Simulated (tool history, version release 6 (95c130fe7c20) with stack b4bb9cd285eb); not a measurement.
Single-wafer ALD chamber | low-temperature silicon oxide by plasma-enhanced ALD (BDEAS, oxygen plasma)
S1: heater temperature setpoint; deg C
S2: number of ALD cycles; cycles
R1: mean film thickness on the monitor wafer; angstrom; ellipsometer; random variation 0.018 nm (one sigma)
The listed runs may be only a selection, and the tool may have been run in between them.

| run | hour | S1 | S2 | R1 |
|---|---|---|---|---|
| 1 | 0 | 100 | 52 | 75.495 |
| 2 | 6.1 | 100 | 46 | 66.942 |
| 3 | 7.1 | 94 | 46 | 68.065 |
| 4 | 8.3 | 96 | 45 | 65.862 |
| 5 | 12 | 97 | 44 | 64.592 |
| 6 | 20.6 | 93 | 44 | 65.347 |
| 7 | 25.4 | 94 | 43 | 63.612 |
| 8 | 27.5 | 95 | 43 | 63.548 |

Run 9 is up next; what results do you expect?
| 9 | 36.2 | 96 | 43 | ? |

Run 9 measured R1 63.289 angstrom.
